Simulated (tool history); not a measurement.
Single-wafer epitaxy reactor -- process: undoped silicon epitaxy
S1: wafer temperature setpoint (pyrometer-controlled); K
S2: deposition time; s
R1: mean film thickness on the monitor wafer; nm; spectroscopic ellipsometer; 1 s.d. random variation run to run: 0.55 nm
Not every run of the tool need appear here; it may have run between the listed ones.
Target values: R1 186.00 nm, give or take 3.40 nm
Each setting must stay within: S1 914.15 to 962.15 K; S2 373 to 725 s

Run 1, hour 0.0: S1 938.15 K, S2 549 s. Result: R1 162.77 nm.
Run 2, hour 4.4: S1 943.15 K, S2 549 s. Result: R1 177.82 nm.
Run 3, hour 12.8: S1 944.15 K, S2 549 s. Result: R1 182.08 nm.
Run 4, hour 15.4: S1 952.15 K, S2 549 s. Result: R1 209.91 nm.
Run 5, hour 18.9: S1 952.15 K, S2 624 s. Result: R1 238.44 nm.
Run 6, hour 20.4: S1 950.15 K, S2 624 s. Result: R1 229.90 nm.
Run 7, hour 27.9: S1 948.15 K, S2 624 s. Result: R1 221.73 nm.
Run 8, hour 31.3: S1 947.15 K, S2 624 s. Result: R1 217.68 nm.

5 candidate next runs follow, results not yet known. Just one meets every target within its allowed miss. Identify it.
Run A, hour 34.7: S1 939.15 K, S2 591 s. Result: R1 ?.
Run B, hour 34.7: S1 954.15 K, S2 657 s. Result: R1 ?.
Run C, hour 34.7: S1 949.15 K, S2 570 s. Result: R1 ?.
Run D, hour 34.7: S1 939.15 K, S2 618 s. Result: R1 ?.
Run E, hour 34.7: S1 954.15 K, S2 677 s. Result: R1 ?.

move      R1
   A  178.49
   B  260.22
   C  206.43
   D  186.64
   E  268.15
A: takes the biggest miss from the last run beyond its target
B: lands further from the targets than the last run did
C: nearer the targets than the last run, but a result is still out of spec
D: all results in spec
E: lands further from the targets than the last run did
D meets every target.
